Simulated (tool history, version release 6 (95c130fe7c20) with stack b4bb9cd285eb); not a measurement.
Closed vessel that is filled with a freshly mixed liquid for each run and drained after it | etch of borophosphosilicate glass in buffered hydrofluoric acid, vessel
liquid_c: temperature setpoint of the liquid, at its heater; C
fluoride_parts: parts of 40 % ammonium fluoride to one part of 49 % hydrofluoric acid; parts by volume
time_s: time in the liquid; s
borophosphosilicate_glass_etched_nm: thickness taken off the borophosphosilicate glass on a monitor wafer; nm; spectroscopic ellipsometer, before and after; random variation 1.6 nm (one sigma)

| run | hour | liquid_c | fluoride_parts | time_s | borophosphosilicate_glass_etched_nm |
|---|---|---|---|---|---|
| 1 | 0.0 | 22.0 | 14.5 | 95 | 105.490 |
| 2 | 4.3 | 24.5 | 14.0 | 95 | 126.580 |
| 3 | 5.4 | 23.5 | 14.0 | 95 | 120.210 |
| 4 | 11.5 | 23.5 | 14.0 | 95 | 118.370 |
| 5 | 14.3 | 23.5 | 17.0 | 95 | 99.855 |
| 6 | 17.8 | 26.0 | 17.0 | 95 | 112.390 |
| 7 | 19.6 | 27.5 | 15.5 | 95 | 134.010 |

The next listed run, before its measurement:
| 8 | 21.4 | 28.5 | 14.5 | 95 | ? |

{"run 8": {"borophosphosilicate_glass_etched_nm": 150.94}}
